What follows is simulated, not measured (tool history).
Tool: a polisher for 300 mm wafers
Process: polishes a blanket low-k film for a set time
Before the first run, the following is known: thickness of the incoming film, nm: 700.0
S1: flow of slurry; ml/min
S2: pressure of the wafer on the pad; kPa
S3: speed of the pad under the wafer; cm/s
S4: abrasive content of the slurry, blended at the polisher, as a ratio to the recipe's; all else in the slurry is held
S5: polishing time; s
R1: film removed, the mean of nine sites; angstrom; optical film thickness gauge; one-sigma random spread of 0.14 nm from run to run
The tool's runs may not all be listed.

run,hour,S1,S2,S3,S4,S5,R1
1,0.0,225,13.1,78,1.0,62,237.11
2,6.2,200,13.1,78,1.0,62,235.47
3,8.8,200,13.1,78,0.9,62,217.77
4,13.9,200,11.0,74,0.9,62,176.49
5,20.2,200,11.0,74,0.7,62,151.90
6,23.2,200,10.3,74,0.7,62,144.44
7,30.9,200,9.7,74,0.7,62,136.50

Predict the results of run 8:
8,39.2,200,9.0,74,0.7,62,?

{"run 8": {"R1": 127.25}}
